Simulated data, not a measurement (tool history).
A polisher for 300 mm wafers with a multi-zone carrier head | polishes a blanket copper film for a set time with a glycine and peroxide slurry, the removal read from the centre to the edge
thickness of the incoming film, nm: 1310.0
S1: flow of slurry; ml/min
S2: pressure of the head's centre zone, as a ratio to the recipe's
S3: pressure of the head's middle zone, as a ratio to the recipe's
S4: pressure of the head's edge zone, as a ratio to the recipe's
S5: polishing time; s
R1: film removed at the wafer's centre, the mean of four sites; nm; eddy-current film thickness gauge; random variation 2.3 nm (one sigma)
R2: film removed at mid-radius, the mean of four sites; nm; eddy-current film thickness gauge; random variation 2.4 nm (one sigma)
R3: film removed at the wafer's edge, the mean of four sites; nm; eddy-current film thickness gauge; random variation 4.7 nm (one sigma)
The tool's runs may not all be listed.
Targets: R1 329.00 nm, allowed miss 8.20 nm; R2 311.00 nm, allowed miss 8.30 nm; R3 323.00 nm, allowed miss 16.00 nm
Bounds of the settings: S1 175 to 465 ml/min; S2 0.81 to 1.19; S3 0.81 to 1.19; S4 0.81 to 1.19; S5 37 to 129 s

| run | hour | S1 | S2 | S3 | S4 | S5 | R1 | R2 | R3 |
|---|---|---|---|---|---|---|---|---|---|
| 1 | 0.0 | 295 | 1.00 | 1.00 | 1.00 | 83 | 358.16 | 363.58 | 349.39 |
| 2 | 6.3 | 295 | 1.00 | 0.96 | 1.00 | 83 | 357.91 | 355.52 | 342.21 |
| 3 | 7.1 | 285 | 0.99 | 0.93 | 1.01 | 83 | 354.35 | 349.62 | 342.95 |
| 4 | 13.0 | 280 | 0.98 | 0.91 | 1.02 | 82 | 345.20 | 338.74 | 342.67 |
| 5 | 13.5 | 275 | 0.98 | 0.89 | 1.01 | 82 | 344.18 | 332.94 | 340.01 |
| 6 | 16.2 | 270 | 0.98 | 0.88 | 1.00 | 82 | 346.31 | 329.29 | 329.49 |
| 7 | 18.6 | 265 | 0.97 | 0.87 | 1.00 | 82 | 341.23 | 325.39 | 344.75 |
| 8 | 26.0 | 270 | 0.97 | 0.87 | 1.00 | 81 | 336.08 | 317.79 | 339.50 |
| 9 | 32.5 | 265 | 0.97 | 0.88 | 0.99 | 81 | 337.97 | 327.26 | 338.21 |
| 10 | 38.4 | 265 | 0.97 | 0.88 | 0.99 | 80 | 331.99 | 319.55 | 328.48 |
|  | 47.4 | edge zone pressure recalibrated |
| 11 | 47.4 | 260 | 0.97 | 0.88 | 0.99 | 80 | 332.28 | 317.41 | 337.67 |
| 12 | 56.1 | 270 | 0.97 | 0.88 | 0.99 | 80 | 330.04 | 321.65 | 350.03 |
| 13 | 59.6 | 205 | 0.99 | 0.88 | 0.92 | 79 | 319.82 | 305.11 | 325.64 |

5 next moves are on the table. One of them brings every result within its allowed miss. Which?
| A | 63.1 | 175 | 1.03 | 0.83 | 0.88 | 85 | ? | ? | ? |
| B | 63.1 | 175 | 0.90 | 0.81 | 0.85 | 86 | ? | ? | ? |
| C | 63.1 | 175 | 0.93 | 0.83 | 0.93 | 89 | ? | ? | ? |
| D | 63.1 | 205 | 0.91 | 0.84 | 0.95 | 81 | ? | ? | ? |
| E | 63.1 | 175 | 0.97 | 0.84 | 0.82 | 85 | ? | ? | ? |

| move | R1 | R2 | R3 |
|---|---|---|---|
| A | 345.33 | 310.54 | 333.59 |
| B | 304.94 | 309.84 | 333.03 |
| C | 326.22 | 325.31 | 357.11 |
| D | 299.98 | 306.96 | 334.81 |
| E | 325.08 | 312.93 | 324.54 |
A: takes the result that was furthest off past its target
B: further off than the last run
C: brings the result that was furthest off to its target, and leaves another outside
D: further off than the last run
E: meets every target
Answer: E
